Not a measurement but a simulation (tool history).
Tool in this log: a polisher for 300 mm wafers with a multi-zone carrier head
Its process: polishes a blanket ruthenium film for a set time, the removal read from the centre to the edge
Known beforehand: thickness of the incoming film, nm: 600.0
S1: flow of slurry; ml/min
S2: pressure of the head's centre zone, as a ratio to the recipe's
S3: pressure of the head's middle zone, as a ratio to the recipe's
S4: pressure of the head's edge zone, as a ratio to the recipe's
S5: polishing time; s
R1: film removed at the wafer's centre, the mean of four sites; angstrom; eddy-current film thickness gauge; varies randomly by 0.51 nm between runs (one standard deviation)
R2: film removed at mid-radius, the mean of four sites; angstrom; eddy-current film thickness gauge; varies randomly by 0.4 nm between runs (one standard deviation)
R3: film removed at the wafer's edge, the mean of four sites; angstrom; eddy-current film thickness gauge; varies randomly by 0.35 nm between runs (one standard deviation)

Run 1, hour 0.0: S1 240 ml/min, S2 1.00, S3 1.00, S4 1.00, S5 69 s. Result: R1 614.91 angstrom, R2 627.30 angstrom, R3 618.04 angstrom.
Run 2, hour 2.1: S1 235 ml/min, S2 0.99, S3 0.99, S4 0.98, S5 67 s. Result: R1 596.55 angstrom, R2 607.05 angstrom, R3 587.90 angstrom.
Run 3, hour 2.8: S1 230 ml/min, S2 0.97, S3 0.97, S4 0.96, S5 66 s. Result: R1 571.90 angstrom, R2 587.62 angstrom, R3 574.70 angstrom.
Run 4, hour 10.3: S1 230 ml/min, S2 0.89, S3 0.97, S4 0.96, S5 66 s. Result: R1 524.58 angstrom, R2 592.83 angstrom, R3 575.81 angstrom.
Run 5, hour 13.8: S1 230 ml/min, S2 0.89, S3 0.91, S4 0.96, S5 66 s. Result: R1 531.25 angstrom, R2 553.19 angstrom, R3 581.38 angstrom.
Run 6, hour 17.9: S1 230 ml/min, S2 0.89, S3 0.91, S4 1.02, S5 66 s. Result: R1 529.67 angstrom, R2 545.72 angstrom, R3 598.64 angstrom.
Run 7, hour 20.8: S1 225 ml/min, S2 0.89, S3 0.91, S4 0.99, S5 64 s. Result: R1 512.77 angstrom, R2 537.20 angstrom, R3 564.49 angstrom.
Run 8, hour 27.6: S1 215 ml/min, S2 0.89, S3 0.91, S4 0.97, S5 63 s. Result: R1 501.66 angstrom, R2 526.10 angstrom, R3 548.99 angstrom.
Run 9, hour 30.2: S1 210 ml/min, S2 0.89, S3 0.91, S4 0.95, S5 62 s. Result: R1 492.15 angstrom, R2 507.24 angstrom, R3 537.46 angstrom.

Run 10 has not been measured yet. What should we expect?
Run 10, hour 37.8: S1 205 ml/min, S2 0.89, S3 0.92, S4 0.93, S5 61 s. Result: R1 ?, R2 ?, R3 ?.

{"run 10": {"R1": 480.49, "R2": 512.87, "R3": 516.25}}

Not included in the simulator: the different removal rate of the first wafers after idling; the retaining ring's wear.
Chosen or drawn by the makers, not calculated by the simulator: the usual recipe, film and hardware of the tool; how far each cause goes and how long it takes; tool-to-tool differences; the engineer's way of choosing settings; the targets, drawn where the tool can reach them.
